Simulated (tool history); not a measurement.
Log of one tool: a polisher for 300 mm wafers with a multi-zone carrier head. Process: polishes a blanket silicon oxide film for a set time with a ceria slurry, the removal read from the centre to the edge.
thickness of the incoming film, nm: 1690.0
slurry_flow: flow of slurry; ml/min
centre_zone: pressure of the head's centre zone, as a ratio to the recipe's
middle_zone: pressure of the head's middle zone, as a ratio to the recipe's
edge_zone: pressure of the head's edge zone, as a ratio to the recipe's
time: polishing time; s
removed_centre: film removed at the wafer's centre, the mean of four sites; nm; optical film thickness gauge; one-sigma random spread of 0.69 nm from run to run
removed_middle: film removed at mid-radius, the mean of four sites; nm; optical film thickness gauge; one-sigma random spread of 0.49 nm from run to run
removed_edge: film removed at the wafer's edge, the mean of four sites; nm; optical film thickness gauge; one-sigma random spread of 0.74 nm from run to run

{"run": 1, "day": 0.0, "slurry_flow": 165, "centre_zone": 1.0, "middle_zone": 1.0, "edge_zone": 1.0, "time": 31, "removed_centre": 103.05, "removed_middle": 105.96, "removed_edge": 109.93}
{"run": 2, "day": 0.117, "slurry_flow": 155, "centre_zone": 0.98, "middle_zone": 1.0, "edge_zone": 0.96, "time": 27, "removed_centre": 86.97, "removed_middle": 91.634, "removed_edge": 90.652}
{"run": 3, "day": 0.288, "slurry_flow": 155, "centre_zone": 1.02, "middle_zone": 1.0, "edge_zone": 0.96, "time": 27, "removed_centre": 91.125, "removed_middle": 92.012, "removed_edge": 90.764}
{"run": 4, "day": 0.479, "slurry_flow": 155, "centre_zone": 1.06, "middle_zone": 1.0, "edge_zone": 0.96, "time": 27, "removed_centre": 93.86, "removed_middle": 91.847, "removed_edge": 91.997}
{"run": 5, "day": 0.817, "slurry_flow": 145, "centre_zone": 1.01, "middle_zone": 0.98, "edge_zone": 0.94, "time": 24, "removed_centre": 78.956, "removed_middle": 79.783, "removed_edge": 78.999}
{"run": 6, "day": 1.092, "slurry_flow": 135, "centre_zone": 0.97, "middle_zone": 0.96, "edge_zone": 0.91, "time": 23, "removed_centre": 70.684, "removed_middle": 73.657, "removed_edge": 75.3}
{"run": 7, "day": 1.196, "slurry_flow": 135, "centre_zone": 0.95, "middle_zone": 0.96, "edge_zone": 0.89, "time": 21, "removed_centre": 64.989, "removed_middle": 66.77, "removed_edge": 66.648}

What does the tool deliver on the next run?
{"run": 8, "day": 1.512, "slurry_flow": 130, "centre_zone": 0.92, "middle_zone": 0.96, "edge_zone": 0.88, "time": 20, "removed_centre": "?", "removed_middle": "?", "removed_edge": "?"}

{"run 8": {"removed_centre": 59.082, "removed_middle": 63.795, "removed_edge": 65.637}}
